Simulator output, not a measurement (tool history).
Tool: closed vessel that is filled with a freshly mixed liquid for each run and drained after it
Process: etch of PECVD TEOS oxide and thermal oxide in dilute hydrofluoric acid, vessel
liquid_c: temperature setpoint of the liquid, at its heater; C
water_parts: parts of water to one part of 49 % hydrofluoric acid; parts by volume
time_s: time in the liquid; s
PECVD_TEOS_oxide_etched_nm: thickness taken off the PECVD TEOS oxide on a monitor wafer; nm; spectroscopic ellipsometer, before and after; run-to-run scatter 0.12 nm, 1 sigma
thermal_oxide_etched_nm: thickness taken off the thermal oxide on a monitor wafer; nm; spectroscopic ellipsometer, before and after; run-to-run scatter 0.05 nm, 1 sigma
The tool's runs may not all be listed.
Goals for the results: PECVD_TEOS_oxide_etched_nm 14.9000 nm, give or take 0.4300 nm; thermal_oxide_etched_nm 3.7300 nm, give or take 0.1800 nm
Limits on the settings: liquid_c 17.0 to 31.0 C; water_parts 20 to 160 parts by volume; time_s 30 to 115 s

run,day,liquid_c,water_parts,time_s,PECVD_TEOS_oxide_etched_nm,thermal_oxide_etched_nm
1,0.000,23.0,90,60,11.1860,2.8132
2,0.350,25.5,90,60,12.5900,3.1314
3,0.508,25.5,120,60,9.0721,2.2389
4,0.529,25.5,120,70,10.5880,2.6320
5,0.742,28.5,120,70,11.7560,3.0683
6,0.983,28.5,115,70,12.5450,3.1474
7,1.338,29.0,115,70,12.5470,3.1778
8,1.621,29.0,115,70,12.6240,3.2197
9,1.988,29.5,110,70,13.7230,3.4238

Below are 4 possible settings for the next run. Only one of them brings all results inside the allowed miss of their targets. Which is it?
A,2.354,27.5,105,70,?,?
B,2.354,29.5,135,85,?,?
C,2.354,31.0,105,75,?,?
D,2.354,29.0,105,75,?,?

move,PECVD_TEOS_oxide_etched_nm,thermal_oxide_etched_nm
A,13.1490,3.3381
B,12.9130,3.2782
C,16.1180,4.0919
D,14.9330,3.7910
A: its largest miss is bigger than the last run's
B: its largest miss is bigger than the last run's
C: the result that was furthest off in the last run now lies on the other side of its target
D: all results in spec
Correct choice: D, which meets every target
